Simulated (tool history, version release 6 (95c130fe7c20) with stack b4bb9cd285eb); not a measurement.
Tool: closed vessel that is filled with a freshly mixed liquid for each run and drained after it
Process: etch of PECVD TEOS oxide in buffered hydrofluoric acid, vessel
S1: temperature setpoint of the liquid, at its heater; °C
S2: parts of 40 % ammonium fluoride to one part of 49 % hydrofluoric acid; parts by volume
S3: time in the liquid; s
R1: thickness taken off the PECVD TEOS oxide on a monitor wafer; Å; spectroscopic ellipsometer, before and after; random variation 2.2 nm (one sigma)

| run | day | S1 | S2 | S3 | R1 |
|---|---|---|---|---|---|
| 1 | 0 | 20 | 8.5 | 90 | 1786.1 |
| 2 | 0.058 | 21.5 | 8 | 90 | 2086.5 |
| 3 | 0.275 | 18.5 | 8 | 90 | 1767 |
| 4 | 0.55 | 18.5 | 8 | 95 | 1861.3 |
| 5 | 0.633 | 17 | 8 | 95 | 1694 |
| 6 | 0.708 | 19 | 8 | 95 | 1927.1 |
| 7 | 0.846 | 20.5 | 8 | 95 | 2071.4 |
| 8 | 0.971 | 22 | 8 | 95 | 2255.4 |
| 9 | 1.229 | 23 | 8 | 95 | 2356.7 |
| 10 | 1.479 | 24 | 8 | 95 | 2516.8 |
| 11 | 1.708 | 24.5 | 8 | 95 | 2576.6 |

Forecast run 12:
| 12 | 1.854 | 25 | 8 | 95 | ? |

Run 12 gave R1 2666.2 Å.
